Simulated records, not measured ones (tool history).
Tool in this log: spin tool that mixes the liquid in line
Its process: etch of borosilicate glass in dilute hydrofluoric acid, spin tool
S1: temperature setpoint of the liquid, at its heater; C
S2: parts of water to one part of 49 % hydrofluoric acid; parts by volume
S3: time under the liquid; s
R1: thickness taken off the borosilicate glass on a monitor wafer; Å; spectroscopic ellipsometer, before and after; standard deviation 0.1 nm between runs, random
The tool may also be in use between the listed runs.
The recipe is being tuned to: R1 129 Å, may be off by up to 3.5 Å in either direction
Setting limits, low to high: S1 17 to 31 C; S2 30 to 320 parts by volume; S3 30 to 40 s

run,hour,S1,S2,S3,R1
1,0,23,175,40,55.349
2,2.9,25,150,40,71.809
3,9.7,28,150,40,79.257
4,18.8,29,135,40,94.175
5,22.3,29,135,40,94.35
6,24.6,30.5,135,40,98.462
7,28.4,30.5,125,40,107.32
8,33.6,30.5,120,40,114.02
9,40.9,30.5,115,40,118.92
10,45,31,105,40,136

4 next moves are on the table. One of them brings every result within its allowed miss. Which?
A,49.1,31,100,40,?
B,49.1,31,115,40,?
C,49.1,31,85,30,?
D,49.1,31,90,30,?

move,R1
A,145.87
B,124.15
C,131.56
D,123.34
A: further off than the last run
B: the result that was furthest off in the last run now lies on the other side of its target
C: hits every target within its allowed miss
D: the result that was furthest off in the last run now lies on the other side of its target
Move C is the one to make.
